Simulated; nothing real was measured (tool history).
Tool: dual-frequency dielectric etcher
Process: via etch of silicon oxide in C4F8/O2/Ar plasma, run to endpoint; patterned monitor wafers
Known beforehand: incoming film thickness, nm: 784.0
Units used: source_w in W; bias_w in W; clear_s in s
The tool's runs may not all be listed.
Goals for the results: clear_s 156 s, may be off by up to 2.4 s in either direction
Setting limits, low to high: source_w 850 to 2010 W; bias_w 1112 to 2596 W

Run 1, hour 0: source_w 1430 W, bias_w 1854 W. Result: clear_s 177.04 s.
Run 2, hour 8.3: source_w 1230 W, bias_w 1854 W. Result: clear_s 188.64 s.
Run 3, hour 12.8: source_w 1390 W, bias_w 1881 W. Result: clear_s 177.5 s.
Run 4, hour 19.9: source_w 1390 W, bias_w 2010 W. Result: clear_s 174.78 s.
Run 5, hour 23: source_w 1530 W, bias_w 2010 W. Result: clear_s 167.62 s.
Run 6, hour 29.6: source_w 1590 W, bias_w 2021 W. Result: clear_s 164.87 s.
Run 7, hour 35.1: source_w 1640 W, bias_w 2030 W. Result: clear_s 162.56 s.
Run 8, hour 38.9: source_w 1680 W, bias_w 2037 W. Result: clear_s 160.85 s.
Run 9, hour 46.3: source_w 1710 W, bias_w 2043 W. Result: clear_s 159.65 s.
Run 10, hour 50.2: source_w 1730 W, bias_w 2048 W. Result: clear_s 158.1 s.
Run 11, hour 56.5: source_w 1730 W, bias_w 2048 W. Result: clear_s 158.65 s.

Which of these 4 next moves meets every target?
Run A, hour 62.8: source_w 1770 W, bias_w 2069 W. Result: clear_s ?.
Run B, hour 62.8: source_w 1690 W, bias_w 1941 W. Result: clear_s ?.
Run C, hour 62.8: source_w 1800 W, bias_w 1865 W. Result: clear_s ?.
Run D, hour 62.8: source_w 1730 W, bias_w 1711 W. Result: clear_s ?.

move  clear_s
   A   156.48
   B    162.8
   C   160.75
   D   167.96
A: every result within its allowed miss
B: lands further from the targets than the last run did
C: lands further from the targets than the last run did
D: lands further from the targets than the last run did
Correct choice: A, which meets every target

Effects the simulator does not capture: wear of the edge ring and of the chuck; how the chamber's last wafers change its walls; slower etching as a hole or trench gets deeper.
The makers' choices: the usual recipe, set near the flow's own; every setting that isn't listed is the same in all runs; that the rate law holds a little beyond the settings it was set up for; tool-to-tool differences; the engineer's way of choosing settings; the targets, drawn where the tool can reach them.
